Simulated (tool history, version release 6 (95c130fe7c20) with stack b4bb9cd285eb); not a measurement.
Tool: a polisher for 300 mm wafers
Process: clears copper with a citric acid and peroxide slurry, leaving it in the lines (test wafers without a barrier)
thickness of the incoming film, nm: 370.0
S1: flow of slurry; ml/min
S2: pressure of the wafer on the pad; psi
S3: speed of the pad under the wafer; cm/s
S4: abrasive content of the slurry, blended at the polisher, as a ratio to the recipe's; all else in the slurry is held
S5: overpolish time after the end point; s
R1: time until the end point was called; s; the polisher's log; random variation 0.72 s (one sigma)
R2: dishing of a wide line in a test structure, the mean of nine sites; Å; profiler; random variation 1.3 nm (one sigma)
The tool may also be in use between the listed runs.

run 1 day=0 | S1=160 S2=3.7 S3=132 S4=1 S5=14 | R1=99.804 R2=407.69
run 2 day=0.279 | S1=160 S2=4 S3=132 S4=1 S5=14 | R1=92.213 R2=441.41
run 3 day=0.392 | S1=160 S2=4.3 S3=132 S4=1 S5=14 | R1=85.643 R2=459.03
run 4 day=0.75 | S1=160 S2=4.5 S3=132 S4=1 S5=15 | R1=80.846 R2=499.86
run 5 day=0.817 | S1=160 S2=4.7 S3=132 S4=1 S5=16 | R1=79.125 R2=561.49
run 6 day=0.892 | S1=160 S2=4.7 S3=132 S4=1.15 S5=16 | R1=76.218 R2=590.82
run 7 day=1.042 | S1=165 S2=4.8 S3=132 S4=1.15 S5=16 | R1=75.651 R2=605.97
run 8 day=1.258 | S1=165 S2=4.9 S3=132 S4=1.15 S5=16 | R1=71.551 R2=589.92

Run 9 comes next. What will it give?
run 9 day=1.558 | S1=180 S2=5.3 S3=134 S4=1.15 S5=18 | R1=? R2=?

R1: 65.965 s
R2: 721.7 Å
